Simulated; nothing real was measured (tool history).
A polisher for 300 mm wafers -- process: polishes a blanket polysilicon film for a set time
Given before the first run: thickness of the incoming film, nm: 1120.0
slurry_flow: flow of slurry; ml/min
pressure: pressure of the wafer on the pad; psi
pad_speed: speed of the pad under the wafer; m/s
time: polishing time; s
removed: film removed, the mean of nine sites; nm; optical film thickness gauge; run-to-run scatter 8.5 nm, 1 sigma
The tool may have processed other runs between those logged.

run	hour	slurry_flow	pressure	pad_speed	time	removed
1	0.0	295	2.0	1.20	71	478.79
2	4.8	295	2.2	1.20	71	527.26
3	7.4	295	2.3	1.20	71	531.05
4	8.2	295	2.3	1.20	74	572.50
5	11.9	295	2.4	1.20	74	596.04
6	13.8	295	2.4	1.20	71	575.12
7	14.8	295	2.5	1.20	71	589.32

Estimate the outcome of run 8 from the log above:
8	22.6	295	2.6	1.20	71	?

{"run 8": {"removed": 587.47}}
